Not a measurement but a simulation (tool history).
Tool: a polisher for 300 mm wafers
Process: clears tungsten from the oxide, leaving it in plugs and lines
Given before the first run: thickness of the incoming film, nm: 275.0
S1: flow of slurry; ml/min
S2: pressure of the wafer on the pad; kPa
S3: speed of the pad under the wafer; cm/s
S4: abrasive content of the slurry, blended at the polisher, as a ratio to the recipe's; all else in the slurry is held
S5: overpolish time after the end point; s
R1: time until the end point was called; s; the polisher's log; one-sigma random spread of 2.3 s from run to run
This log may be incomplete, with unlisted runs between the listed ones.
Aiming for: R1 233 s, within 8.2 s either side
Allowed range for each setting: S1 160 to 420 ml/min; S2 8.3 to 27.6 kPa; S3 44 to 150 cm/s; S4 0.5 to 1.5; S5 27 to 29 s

run,hour,S1,S2,S3,S4,S5,R1
1,0,270,17.9,96,1,27,79.863
2,2.9,270,17.9,96,1,27,80.465
3,9.8,265,14.5,80,1,27,118.48
4,14.3,265,14.5,66,1,27,141.73
5,15.7,265,14.5,66,1,29,142.54
6,23.3,265,12.4,66,1,29,164.3
7,27.4,265,11,64,1,29,191.66
8,29.3,265,10.3,64,1,29,203.46
9,34,265,9.7,64,1,29,214.64

Exactly one of the 5 candidate moves below puts every result within its allowed miss. Which one?
A,38.7,230,8.3,74,0.75,27,?
B,38.7,240,9.7,70,0.9,29,?
C,38.7,315,9.7,70,1,27,?
D,38.7,255,11,62,1.05,29,?
E,38.7,225,8.3,64,1.1,27,?

move,R1
A,228.92
B,201.88
C,194.12
D,193.44
E,246.71
A: every result within its allowed miss
B: moves away from the targets compared with the last run
C: moves away from the targets compared with the last run
D: moves away from the targets compared with the last run
E: carries the result that was furthest off beyond its target, to the other side
A meets every target.

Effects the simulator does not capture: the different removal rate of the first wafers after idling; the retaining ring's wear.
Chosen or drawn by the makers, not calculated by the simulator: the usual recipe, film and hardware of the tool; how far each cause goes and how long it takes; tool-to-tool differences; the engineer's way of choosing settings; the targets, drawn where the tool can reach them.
